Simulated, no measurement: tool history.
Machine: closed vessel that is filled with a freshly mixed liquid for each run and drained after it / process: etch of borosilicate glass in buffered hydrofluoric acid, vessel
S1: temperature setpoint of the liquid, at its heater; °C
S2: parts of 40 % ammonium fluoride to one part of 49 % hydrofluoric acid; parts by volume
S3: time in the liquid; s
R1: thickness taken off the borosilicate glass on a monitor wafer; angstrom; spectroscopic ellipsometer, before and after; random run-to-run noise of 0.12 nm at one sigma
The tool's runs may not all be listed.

run 1 hour=0.0 | S1=23.0 S2=14.0 S3=30 | R1=224.53
run 2 hour=8.7 | S1=23.0 S2=15.5 S3=30 | R1=203.55
run 3 hour=16.4 | S1=23.0 S2=14.0 S3=30 | R1=225.16
run 4 hour=21.4 | S1=25.0 S2=14.0 S3=30 | R1=250.20
run 5 hour=29.3 | S1=25.0 S2=14.0 S3=30 | R1=250.14
-- hour=38.2 hydrofluoric acid flow meter replaced
run 6 hour=38.2 | S1=26.5 S2=14.0 S3=30 | R1=309.50
run 7 hour=46.2 | S1=28.0 S2=14.0 S3=30 | R1=332.42

What will run 8 give?
run 8 hour=54.6 | S1=28.5 S2=14.0 S3=30 | R1=?

Logged for run 8: R1 341.52 angstrom.
